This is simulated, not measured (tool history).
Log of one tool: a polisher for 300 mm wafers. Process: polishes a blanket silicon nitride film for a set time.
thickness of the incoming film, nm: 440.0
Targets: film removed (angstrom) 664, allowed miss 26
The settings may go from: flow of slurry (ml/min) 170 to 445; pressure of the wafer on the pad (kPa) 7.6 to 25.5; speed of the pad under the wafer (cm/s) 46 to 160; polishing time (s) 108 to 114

run	hour	flow of slurry (ml/min)	pressure of the wafer on the pad (kPa)	speed of the pad under the wafer (cm/s)	polishing time (s)	film removed (angstrom)
1	0	285	16.5	102	108	1116.9
2	8.1	285	16.5	122	108	1282.7
3	11	285	16.5	122	114	1367.9
4	14.7	285	15.2	118	114	1273.3
5	19.4	285	14.5	112	114	1155.5
6	22.9	285	14.5	128	114	1302.9
7	26.6	285	13.8	122	114	1196
8	35	285	13.1	118	114	1122.7
9	35.7	285	12.4	114	114	1024.3
10	42.4	285	11.7	112	114	963.06
11	48.8	285	7.6	96	113	611.73

Which of these 5 next moves meets every target?
A	55.2	280	9	84	112	?
B	55.2	225	12.4	76	112	?
C	55.2	410	9	86	114	?
D	55.2	270	8.3	86	114	?
E	55.2	330	9	80	114	?

move	film removed (angstrom)
A	619.64
B	723.23
C	661.47
D	603.25
E	614.84
A: nearer than the last run, and not there yet
B: takes the result that was furthest off past its target
C: meets every target
D: further off than the last run
E: nearer than the last run, and not there yet
The right move is C.
